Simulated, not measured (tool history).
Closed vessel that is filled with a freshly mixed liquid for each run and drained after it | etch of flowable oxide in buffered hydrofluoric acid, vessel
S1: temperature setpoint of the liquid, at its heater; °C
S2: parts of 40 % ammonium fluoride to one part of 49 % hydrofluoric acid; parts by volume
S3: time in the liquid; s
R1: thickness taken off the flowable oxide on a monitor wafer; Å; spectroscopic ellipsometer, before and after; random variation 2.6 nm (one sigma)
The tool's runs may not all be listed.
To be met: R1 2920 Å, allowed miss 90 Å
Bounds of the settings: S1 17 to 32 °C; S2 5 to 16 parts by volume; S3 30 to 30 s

| run | hour | S1 | S2 | S3 | R1 |
|---|---|---|---|---|---|
| 1 | 0 | 25 | 9.5 | 30 | 1091.2 |
| 2 | 6 | 26.5 | 8.5 | 30 | 1324.4 |
| 3 | 12.3 | 26.5 | 11 | 30 | 1056.7 |
| 4 | 21 | 26.5 | 11 | 30 | 1048.8 |
| 5 | 25.4 | 28 | 9.5 | 30 | 1326.5 |
| 6 | 27.6 | 28 | 9.5 | 30 | 1293.2 |
| 7 | 32.7 | 28 | 9.5 | 30 | 1309.2 |
|  | 41.1 | thermometer replaced |
| 8 | 41.1 | 32 | 6.5 | 30 | 2585.2 |
| 9 | 46.1 | 32 | 6 | 30 | 2769.9 |

5 next moves are on the table. One of them brings every result within its allowed miss. Which?
| A | 51.1 | 31.5 | 5.5 | 30 | ? |
| B | 51.1 | 31.5 | 6.5 | 30 | ? |
| C | 51.1 | 31.5 | 6 | 30 | ? |
| D | 51.1 | 30.5 | 6 | 30 | ? |
| E | 51.1 | 32 | 6.5 | 30 | ? |

| move | R1 |
|---|---|
| A | 2935.9 |
| B | 2545.6 |
| C | 2727.8 |
| D | 2589.6 |
| E | 2612.3 |
A: meets every target
B: further off than the last run
C: further off than the last run
D: further off than the last run
E: further off than the last run
Answer: A

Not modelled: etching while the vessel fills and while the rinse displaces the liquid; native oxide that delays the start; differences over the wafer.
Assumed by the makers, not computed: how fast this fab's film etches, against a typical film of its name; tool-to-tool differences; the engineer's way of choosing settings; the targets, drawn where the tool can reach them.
